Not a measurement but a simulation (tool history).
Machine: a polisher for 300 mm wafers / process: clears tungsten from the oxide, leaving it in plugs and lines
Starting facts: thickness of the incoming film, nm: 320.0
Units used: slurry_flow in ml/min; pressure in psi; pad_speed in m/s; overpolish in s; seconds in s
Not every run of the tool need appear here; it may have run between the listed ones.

run 1 day=0.000 | slurry_flow=165 pressure=4.8 pad_speed=1.14 slurry_solids=1.0 overpolish=40 | seconds=44.541
run 2 day=0.317 | slurry_flow=165 pressure=4.4 pad_speed=1.12 slurry_solids=1.0 overpolish=40 | seconds=50.934
run 3 day=0.650 | slurry_flow=145 pressure=4.4 pad_speed=1.12 slurry_solids=1.0 overpolish=40 | seconds=51.555
run 4 day=0.671 | slurry_flow=145 pressure=4.2 pad_speed=1.12 slurry_solids=1.0 overpolish=40 | seconds=51.419
run 5 day=0.946 | slurry_flow=120 pressure=4.2 pad_speed=1.12 slurry_solids=1.0 overpolish=40 | seconds=53.544
run 6 day=1.050 | slurry_flow=120 pressure=4.2 pad_speed=1.36 slurry_solids=1.0 overpolish=40 | seconds=46.690
run 7 day=1.321 | slurry_flow=120 pressure=3.9 pad_speed=1.34 slurry_solids=1.0 overpolish=40 | seconds=50.146

Estimate the outcome of run 8 from the log above:
run 8 day=1.538 | slurry_flow=120 pressure=3.6 pad_speed=1.32 slurry_solids=1.0 overpolish=40 | seconds=?

seconds: 54.565 s
